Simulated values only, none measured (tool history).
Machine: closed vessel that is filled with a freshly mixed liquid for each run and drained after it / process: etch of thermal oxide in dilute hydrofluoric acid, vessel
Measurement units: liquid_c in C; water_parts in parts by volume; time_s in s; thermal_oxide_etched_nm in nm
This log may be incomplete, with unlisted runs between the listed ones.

Run 1, hour 0.0: liquid_c 21.0 C, water_parts 80 parts by volume, time_s 330 s. Result: thermal_oxide_etched_nm 18.648 nm.
Run 2, hour 4.9: liquid_c 22.5 C, water_parts 70 parts by volume, time_s 330 s. Result: thermal_oxide_etched_nm 22.592 nm.
Run 3, hour 11.6: liquid_c 24.0 C, water_parts 65 parts by volume, time_s 330 s. Result: thermal_oxide_etched_nm 26.304 nm.
Run 4, hour 14.3: liquid_c 25.0 C, water_parts 60 parts by volume, time_s 330 s. Result: thermal_oxide_etched_nm 29.818 nm.
Run 5, hour 21.6: liquid_c 25.0 C, water_parts 60 parts by volume, time_s 330 s. Result: thermal_oxide_etched_nm 29.855 nm.
Run 6, hour 24.8: liquid_c 26.0 C, water_parts 55 parts by volume, time_s 330 s. Result: thermal_oxide_etched_nm 34.307 nm.

The next listed run, before its measurement:
Run 7, hour 32.1: liquid_c 26.0 C, water_parts 55 parts by volume, time_s 330 s. Result: thermal_oxide_etched_nm ?.

thermal_oxide_etched_nm: 34.407 nm
